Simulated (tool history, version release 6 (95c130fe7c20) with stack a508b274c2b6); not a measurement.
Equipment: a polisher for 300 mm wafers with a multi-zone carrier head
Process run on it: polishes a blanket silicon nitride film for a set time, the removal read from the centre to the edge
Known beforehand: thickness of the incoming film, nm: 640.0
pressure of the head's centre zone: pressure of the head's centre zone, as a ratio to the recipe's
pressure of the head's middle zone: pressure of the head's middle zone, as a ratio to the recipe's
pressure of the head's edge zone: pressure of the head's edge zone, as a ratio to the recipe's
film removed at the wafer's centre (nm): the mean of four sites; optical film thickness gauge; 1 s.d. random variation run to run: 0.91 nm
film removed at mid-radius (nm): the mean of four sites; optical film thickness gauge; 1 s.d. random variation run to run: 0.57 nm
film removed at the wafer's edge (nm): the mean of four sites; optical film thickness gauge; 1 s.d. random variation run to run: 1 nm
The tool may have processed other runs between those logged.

run,hour,flow of slurry (ml/min),pressure of the head's centre zone,pressure of the head's middle zone,pressure of the head's edge zone,polishing time (s),film removed at the wafer's centre (nm),film removed at mid-radius (nm),film removed at the wafer's edge (nm)
1,0.0,265,1.00,1.00,1.00,57,71.244,74.315,68.925
2,7.0,265,1.00,0.92,1.00,57,71.570,69.177,72.011
3,7.8,270,0.98,0.92,1.03,59,72.576,70.908,72.498
4,13.3,245,0.94,0.90,1.02,62,72.058,72.636,75.944
5,20.8,245,1.00,0.90,1.02,62,76.715,74.178,75.328
6,27.8,245,1.00,0.90,1.02,70,86.266,83.130,86.170

Run 7 has not been measured yet. What should we expect?
7,36.6,240,0.96,0.89,1.02,71,?,?,?

{"run 7": {"film removed at the wafer's centre (nm)": 85.609, "film removed at mid-radius (nm)": 82.037, "film removed at the wafer's edge (nm)": 87.14}}
